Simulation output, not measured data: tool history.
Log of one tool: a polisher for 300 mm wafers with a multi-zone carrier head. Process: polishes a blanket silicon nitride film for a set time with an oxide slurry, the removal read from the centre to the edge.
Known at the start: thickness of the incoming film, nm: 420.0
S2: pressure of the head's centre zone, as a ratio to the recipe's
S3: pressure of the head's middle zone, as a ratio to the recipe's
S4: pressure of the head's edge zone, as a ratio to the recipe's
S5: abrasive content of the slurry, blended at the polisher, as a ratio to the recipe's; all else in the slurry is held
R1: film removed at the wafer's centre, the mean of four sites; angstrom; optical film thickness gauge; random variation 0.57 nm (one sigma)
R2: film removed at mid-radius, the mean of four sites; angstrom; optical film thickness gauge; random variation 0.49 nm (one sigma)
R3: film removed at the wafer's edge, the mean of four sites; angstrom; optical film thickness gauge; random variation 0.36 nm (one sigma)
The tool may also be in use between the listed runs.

run 1 hour=0 | flow_of_slurry_(ml/min)=165 S2=1 S3=1 S4=1 S5=1 polishing_time_(s)=71 | R1=470.65 R2=475.06 R3=476.51
run 2 hour=2.9 | flow_of_slurry_(ml/min)=165 S2=1.01 S3=0.99 S4=0.98 S5=0.95 polishing_time_(s)=71 | R1=451.57 R2=445.26 R3=449.18
run 3 hour=9.6 | flow_of_slurry_(ml/min)=165 S2=1.01 S3=0.99 S4=0.91 S5=0.95 polishing_time_(s)=71 | R1=450.1 R2=437.18 R3=441.69
run 4 hour=10.1 | flow_of_slurry_(ml/min)=165 S2=0.95 S3=0.99 S4=0.91 S5=0.95 polishing_time_(s)=71 | R1=425.15 R2=448.18 R3=445.12
run 5 hour=16.7 | flow_of_slurry_(ml/min)=165 S2=0.97 S3=0.99 S4=0.9 S5=0.9 polishing_time_(s)=71 | R1=432.64 R2=434.08 R3=431.72
run 6 hour=20.5 | flow_of_slurry_(ml/min)=160 S2=0.98 S3=0.99 S4=0.89 S5=0.85 polishing_time_(s)=71 | R1=413.77 R2=415.3 R3=410.46
run 7 hour=24 | flow_of_slurry_(ml/min)=155 S2=0.99 S3=0.98 S4=0.88 S5=0.85 polishing_time_(s)=71 | R1=417.18 R2=422.36 R3=410.32

Run 8 comes next. What will it give?
run 8 hour=31.6 | flow_of_slurry_(ml/min)=170 S2=1.07 S3=0.88 S4=0.87 S5=0.6 polishing_time_(s)=69 | R1=? R2=? R3=?

Run 8 gave R1 368.06 angstrom, R2 322.5 angstrom, R3 332.06 angstrom.

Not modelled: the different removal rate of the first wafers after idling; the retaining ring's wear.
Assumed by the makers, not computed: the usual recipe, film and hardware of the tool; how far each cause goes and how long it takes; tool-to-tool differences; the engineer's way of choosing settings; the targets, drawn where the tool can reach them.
